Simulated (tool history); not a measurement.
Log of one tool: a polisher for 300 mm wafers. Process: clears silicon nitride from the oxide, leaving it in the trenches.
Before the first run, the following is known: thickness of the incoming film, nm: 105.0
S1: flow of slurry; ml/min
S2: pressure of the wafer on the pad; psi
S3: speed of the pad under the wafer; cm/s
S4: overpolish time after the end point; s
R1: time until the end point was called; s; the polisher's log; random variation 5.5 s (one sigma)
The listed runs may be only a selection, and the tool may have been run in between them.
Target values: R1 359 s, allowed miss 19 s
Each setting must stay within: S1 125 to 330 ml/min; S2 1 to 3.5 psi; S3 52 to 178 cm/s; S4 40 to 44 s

{"run": 1, "hour": 0.0, "S1": 210, "S2": 2.2, "S3": 114, "S4": 40, "R1": 158.24}
{"run": 2, "hour": 8.6, "S1": 170, "S2": 2.2, "S3": 114, "S4": 40, "R1": 166.03}
{"run": 3, "hour": 15.4, "S1": 205, "S2": 2.2, "S3": 114, "S4": 40, "R1": 167.42}
{"run": 4, "hour": 16.2, "S1": 205, "S2": 1.8, "S3": 104, "S4": 40, "R1": 220.55}
{"run": 5, "hour": 18.8, "S1": 205, "S2": 1.8, "S3": 104, "S4": 44, "R1": 220.82}
{"run": 6, "hour": 27.1, "S1": 205, "S2": 1.5, "S3": 100, "S4": 44, "R1": 269.53}
{"run": 7, "hour": 27.9, "S1": 205, "S2": 1.3, "S3": 98, "S4": 44, "R1": 309.14}
{"run": 8, "hour": 34.0, "S1": 205, "S2": 1.2, "S3": 98, "S4": 44, "R1": 332.97}
{"hour": 40.6, "done": "worn pad replaced by a new one"}
{"run": 9, "hour": 40.6, "S1": 205, "S2": 1.1, "S3": 98, "S4": 44, "R1": 339.97}

Exactly one of the 4 candidate moves below puts every result within its allowed miss. Which one?
{"run": "A", "hour": 47.2, "S1": 125, "S2": 1, "S3": 88, "S4": 41, "R1": "?"}
{"run": "B", "hour": 47.2, "S1": 205, "S2": 1, "S3": 100, "S4": 40, "R1": "?"}
{"run": "C", "hour": 47.2, "S1": 225, "S2": 1.2, "S3": 92, "S4": 40, "R1": "?"}
{"run": "D", "hour": 47.2, "S1": 200, "S2": 1, "S3": 88, "S4": 41, "R1": "?"}

move=A R1=427.32
move=B R1=354.68
move=C R1=320.49
move=D R1=402.15
A: takes the biggest miss from the last run beyond its target
B: each result inside its tolerance
C: its largest miss is bigger than the last run's
D: takes the biggest miss from the last run beyond its target
The right move is B.

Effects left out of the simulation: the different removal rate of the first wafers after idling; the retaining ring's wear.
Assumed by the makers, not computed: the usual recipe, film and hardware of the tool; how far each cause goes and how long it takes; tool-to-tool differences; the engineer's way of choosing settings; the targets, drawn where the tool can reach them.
